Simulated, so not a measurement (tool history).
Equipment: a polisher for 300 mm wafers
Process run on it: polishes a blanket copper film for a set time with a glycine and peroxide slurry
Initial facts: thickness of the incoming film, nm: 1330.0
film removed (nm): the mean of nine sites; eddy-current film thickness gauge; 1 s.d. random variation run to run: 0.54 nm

run,day,flow of slurry (ml/min),pressure of the wafer on the pad (kPa),speed of the pad under the wafer (m/s),polishing time (s),film removed (nm)
1,0.000,165,13.8,0.90,22,108.460
2,0.250,165,13.8,0.80,22,98.063
3,0.375,165,11.7,0.80,22,90.597
4,0.400,145,11.7,0.80,22,86.388
5,0.600,135,10.3,0.76,22,77.995
# day 0.633: head pressure recalibrated
6,0.633,135,10.3,0.76,22,74.298
7,0.946,125,9.0,0.76,22,68.815

Run 8 is up next; what results do you expect?
8,1.192,120,8.3,0.76,22,?

{"run 8": {"film removed (nm)": 66.607}}

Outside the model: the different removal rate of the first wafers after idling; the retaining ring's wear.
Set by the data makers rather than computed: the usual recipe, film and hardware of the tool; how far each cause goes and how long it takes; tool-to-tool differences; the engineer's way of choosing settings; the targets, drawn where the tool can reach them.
